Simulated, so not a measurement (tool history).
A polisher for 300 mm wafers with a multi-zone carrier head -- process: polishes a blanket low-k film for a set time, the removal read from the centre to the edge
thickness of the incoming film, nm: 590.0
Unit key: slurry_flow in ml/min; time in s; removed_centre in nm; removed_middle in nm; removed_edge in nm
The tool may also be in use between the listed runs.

run	day	slurry_flow	centre_zone	middle_zone	edge_zone	slurry_solids	time	removed_centre	removed_middle	removed_edge
1	0.000	320	1.00	1.00	1.00	1.00	67	26.610	26.104	25.492
2	0.092	320	1.03	1.00	1.00	1.00	67	27.487	26.248	25.733
3	0.212	320	1.03	1.08	1.00	1.00	67	27.106	27.587	25.834
4	0.392	320	1.03	1.08	1.00	1.00	76	30.912	31.205	29.268
5	0.679	385	1.03	1.08	1.00	1.00	76	31.538	31.349	29.558
6	1.038	385	1.06	1.09	1.02	1.10	77	34.633	34.011	31.595
7	1.071	385	1.09	1.08	1.05	1.20	78	37.653	35.547	34.473

Run 8 is up next; what results do you expect?
8	1.375	390	1.11	1.09	1.05	1.25	79	?	?	?

{"run 8": {"removed_centre": 39.227, "removed_middle": 36.659, "removed_edge": 35.423}}

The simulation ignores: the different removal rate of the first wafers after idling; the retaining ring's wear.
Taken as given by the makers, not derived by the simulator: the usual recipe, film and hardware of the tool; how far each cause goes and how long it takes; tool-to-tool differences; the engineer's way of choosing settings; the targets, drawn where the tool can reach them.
